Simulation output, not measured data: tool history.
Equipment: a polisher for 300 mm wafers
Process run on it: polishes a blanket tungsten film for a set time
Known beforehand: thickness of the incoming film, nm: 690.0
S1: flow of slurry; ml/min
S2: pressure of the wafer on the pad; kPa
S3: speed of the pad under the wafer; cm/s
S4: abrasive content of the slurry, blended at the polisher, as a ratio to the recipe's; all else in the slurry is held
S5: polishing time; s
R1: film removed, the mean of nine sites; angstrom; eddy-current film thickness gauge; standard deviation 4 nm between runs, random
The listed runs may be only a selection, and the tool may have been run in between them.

run,hour,S1,S2,S3,S4,S5,R1
1,0.0,270,23.4,142,1.0,51,3736.4
2,7.7,270,23.4,142,1.1,51,3709.8
3,10.6,275,25.5,142,1.1,51,4063.1
4,17.5,275,26.9,142,1.1,51,4336.8
5,19.1,280,28.3,142,1.1,51,4544.6
6,22.1,280,28.3,142,1.1,51,4591.8
7,24.9,280,29.6,142,1.1,51,4749.5
8,33.7,285,30.3,142,1.1,51,4863.8
9,39.1,285,31.0,142,1.1,51,4974.0
10,46.3,285,31.7,142,1.1,51,5100.2

For run 11, what comes out?
11,54.3,285,31.7,142,1.1,51,?

Logged for run 11: R1 5098.8 angstrom.
